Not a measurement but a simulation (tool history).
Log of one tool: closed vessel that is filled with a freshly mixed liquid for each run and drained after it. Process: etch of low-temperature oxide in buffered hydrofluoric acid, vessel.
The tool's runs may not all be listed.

| run | day | temperature setpoint of the liquid (°C) | parts of 40 % ammonium fluoride to one part of 49 % hydrofluoric acid (parts by volume) | time in the liquid (s) | thickness taken off the low-temperature oxide on a monitor wafer (nm) |
|---|---|---|---|---|---|
| 1 | 0 | 23 | 13 | 30 | 59.954 |
| 2 | 0.308 | 19.5 | 13 | 30 | 49.098 |
| 3 | 0.592 | 21 | 12.5 | 30 | 55.922 |
| 4 | 0.658 | 21 | 12.5 | 30 | 55.689 |
| 5 | 0.917 | 21 | 12.5 | 30 | 55.673 |
| 6 | 1.025 | 22.5 | 12 | 30 | 62.679 |
| 7 | 1.3 | 26.5 | 8 | 30 | 114.28 |

Run 8 comes next. What will it give?
| 8 | 1.583 | 27 | 8 | 30 | ? |

{"run 8": {"thickness taken off the low-temperature oxide on a monitor wafer (nm)": 116.14}}
